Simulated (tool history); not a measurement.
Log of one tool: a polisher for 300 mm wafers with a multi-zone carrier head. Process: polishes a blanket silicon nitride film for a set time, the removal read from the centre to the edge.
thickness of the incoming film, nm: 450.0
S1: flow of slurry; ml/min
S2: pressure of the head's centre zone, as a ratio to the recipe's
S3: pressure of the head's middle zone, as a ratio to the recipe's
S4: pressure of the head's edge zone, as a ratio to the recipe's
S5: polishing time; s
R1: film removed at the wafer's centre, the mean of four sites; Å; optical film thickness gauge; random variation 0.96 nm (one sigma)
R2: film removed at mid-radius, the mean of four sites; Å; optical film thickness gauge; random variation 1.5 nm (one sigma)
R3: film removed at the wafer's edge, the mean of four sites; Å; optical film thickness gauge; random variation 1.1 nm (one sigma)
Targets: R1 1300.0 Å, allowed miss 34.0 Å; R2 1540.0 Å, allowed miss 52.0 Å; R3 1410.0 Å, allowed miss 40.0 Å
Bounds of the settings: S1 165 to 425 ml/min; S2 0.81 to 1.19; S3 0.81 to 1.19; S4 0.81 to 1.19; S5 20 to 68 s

| run | hour | S1 | S2 | S3 | S4 | S5 | R1 | R2 | R3 |
|---|---|---|---|---|---|---|---|---|---|
| 1 | 0.0 | 275 | 1.00 | 1.00 | 1.00 | 44 | 1075.9 | 1088.8 | 1087.4 |
| 2 | 0.7 | 275 | 1.00 | 1.00 | 1.00 | 49 | 1207.9 | 1175.2 | 1201.5 |
| 3 | 3.4 | 295 | 0.99 | 1.06 | 1.04 | 50 | 1216.4 | 1279.1 | 1263.0 |
| 4 | 9.4 | 325 | 0.99 | 1.06 | 1.04 | 50 | 1223.7 | 1293.5 | 1277.6 |
| 5 | 14.8 | 335 | 0.99 | 1.10 | 1.06 | 51 | 1262.4 | 1333.6 | 1302.7 |
| 6 | 15.7 | 335 | 0.97 | 1.13 | 1.06 | 52 | 1251.3 | 1370.7 | 1344.1 |
| 7 | 16.6 | 350 | 0.95 | 1.15 | 1.02 | 53 | 1251.6 | 1404.0 | 1337.7 |
| 8 | 25.2 | 345 | 0.94 | 1.16 | 1.00 | 54 | 1274.8 | 1451.9 | 1351.5 |

Which of these 5 next moves meets every target?
| A | 33.8 | 340 | 0.98 | 1.07 | 1.06 | 51 | ? | ? | ? |
| B | 33.8 | 335 | 0.90 | 1.19 | 0.84 | 57 | ? | ? | ? |
| C | 33.8 | 350 | 0.93 | 1.19 | 1.03 | 56 | ? | ? | ? |
| D | 33.8 | 345 | 1.01 | 1.04 | 1.03 | 53 | ? | ? | ? |
| E | 33.8 | 365 | 0.96 | 1.17 | 0.89 | 52 | ? | ? | ? |

| move | R1 | R2 | R3 |
|---|---|---|---|
| A | 1256.1 | 1324.6 | 1303.3 |
| B | 1287.4 | 1569.2 | 1313.6 |
| C | 1312.3 | 1546.3 | 1413.4 |
| D | 1347.2 | 1357.2 | 1338.2 |
| E | 1262.5 | 1426.8 | 1234.1 |
A: further off than the last run
B: brings the result that was furthest off to its target, and leaves another outside
C: meets every target
D: further off than the last run
E: further off than the last run
The right move is C.
